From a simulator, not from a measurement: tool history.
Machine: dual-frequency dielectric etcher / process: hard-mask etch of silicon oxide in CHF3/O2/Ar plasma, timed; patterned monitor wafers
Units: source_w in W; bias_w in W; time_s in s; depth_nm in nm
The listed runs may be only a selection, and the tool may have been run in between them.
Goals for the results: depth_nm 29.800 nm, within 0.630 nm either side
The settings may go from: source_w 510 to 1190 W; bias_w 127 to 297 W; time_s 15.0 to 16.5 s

run 1 hour=0.0 | source_w=850 bias_w=212 time_s=16.5 | depth_nm=38.941
run 2 hour=6.5 | source_w=800 bias_w=200 time_s=16.5 | depth_nm=36.807
run 3 hour=7.9 | source_w=760 bias_w=195 time_s=16.5 | depth_nm=36.100
run 4 hour=10.9 | source_w=730 bias_w=187 time_s=16.5 | depth_nm=34.387
run 5 hour=13.4 | source_w=830 bias_w=187 time_s=16.5 | depth_nm=36.128
run 6 hour=17.4 | source_w=790 bias_w=182 time_s=16.5 | depth_nm=35.177
run 7 hour=18.9 | source_w=750 bias_w=178 time_s=16.5 | depth_nm=34.094
run 8 hour=19.7 | source_w=720 bias_w=176 time_s=16.5 | depth_nm=33.381
run 9 hour=27.4 | source_w=720 bias_w=176 time_s=16.5 | depth_nm=33.376
run 10 hour=33.2 | source_w=550 bias_w=153 time_s=16.5 | depth_nm=27.759
run 11 hour=40.1 | source_w=570 bias_w=153 time_s=16.5 | depth_nm=28.275
run 12 hour=46.3 | source_w=580 bias_w=153 time_s=16.5 | depth_nm=28.733
run 13 hour=48.2 | source_w=590 bias_w=153 time_s=16.5 | depth_nm=28.725

Consider the 5 candidate settings below. Which is the only one whose results all fall within their allowed miss of target?
run A hour=50.1 | source_w=700 bias_w=130 time_s=16.0 | depth_nm=?
run B hour=50.1 | source_w=650 bias_w=164 time_s=15.0 | depth_nm=?
run C hour=50.1 | source_w=580 bias_w=161 time_s=16.0 | depth_nm=?
run D hour=50.1 | source_w=590 bias_w=203 time_s=15.0 | depth_nm=?
run E hour=50.1 | source_w=570 bias_w=179 time_s=15.0 | depth_nm=?

move=A depth_nm=27.640
move=B depth_nm=28.048
move=C depth_nm=28.288
move=D depth_nm=29.754
move=E depth_nm=27.674
A: further off than the last run
B: further off than the last run
C: further off than the last run
D: in spec on every target
E: further off than the last run
Move D is the one to make.
